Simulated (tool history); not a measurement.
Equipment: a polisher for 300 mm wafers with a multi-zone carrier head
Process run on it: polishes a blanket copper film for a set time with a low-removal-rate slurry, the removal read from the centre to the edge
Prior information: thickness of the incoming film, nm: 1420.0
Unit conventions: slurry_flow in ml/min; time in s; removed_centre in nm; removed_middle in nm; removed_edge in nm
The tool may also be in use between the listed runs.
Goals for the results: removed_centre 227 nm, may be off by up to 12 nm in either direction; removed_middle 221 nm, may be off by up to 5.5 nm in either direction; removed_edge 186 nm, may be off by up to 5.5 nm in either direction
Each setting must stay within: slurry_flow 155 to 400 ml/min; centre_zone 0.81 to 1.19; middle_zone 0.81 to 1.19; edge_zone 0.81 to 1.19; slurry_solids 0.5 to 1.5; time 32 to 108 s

run,hour,slurry_flow,centre_zone,middle_zone,edge_zone,slurry_solids,time,removed_centre,removed_middle,removed_edge
1,0,255,1,1,1,1,70,121.82,115.64,116.15
2,5.5,255,1,1,1,1,58,100.05,94.66,95.974
3,9,270,1.03,1.04,1.01,1.1,65,120.29,114.23,113.85
4,17.4,230,1.03,1.04,1.01,1.1,65,114.42,112.29,111.11
5,20.1,230,1.03,1.08,1.01,1.1,65,115.94,116.83,111.28
6,24.7,230,1.03,1.05,1.01,1.1,65,115.58,113.42,113
7,32.3,300,1.13,1.15,1.04,1.35,84,183.72,171,157.24
8,32.8,310,1.13,1.16,1.02,1.4,87,190.5,182.13,166.35
9,38.6,315,1.14,1.17,0.99,1.4,89,193.44,189.71,167.03
10,39.5,320,1.15,1.17,0.98,1.4,91,204.19,192.99,171.26
11,41.3,325,1.15,1.17,0.96,1.4,93,208.62,199.72,170.85
12,42.5,330,1.15,1.17,0.96,1.4,94,210.6,201.69,173.59
# hour 49.4: worn pad replaced by a new one
13,49.4,330,1.15,1.17,0.96,1.4,94,239.23,227.18,196.93

Consider the 4 candidate settings below. Which is the only one whose results all fall within their allowed miss of target?
A,56.3,250,1.09,1.11,0.81,1.45,97,?,?,?
B,56.3,270,1.19,1.14,0.99,1.4,101,?,?,?
C,56.3,300,1.04,1.19,1.03,1.3,92,?,?,?
D,56.3,395,1.05,1.1,1.02,1.35,95,?,?,?

move,removed_centre,removed_middle,removed_edge
A,225.49,220.76,184.29
B,256.78,235,209.79
C,202.8,220.41,192.48
D,219.4,220.31,204
A: every result lands within tolerance
B: lands further from the targets than the last run did
C: neither nearer nor further off than the last run
D: lands further from the targets than the last run did
Correct choice: A, which meets every target

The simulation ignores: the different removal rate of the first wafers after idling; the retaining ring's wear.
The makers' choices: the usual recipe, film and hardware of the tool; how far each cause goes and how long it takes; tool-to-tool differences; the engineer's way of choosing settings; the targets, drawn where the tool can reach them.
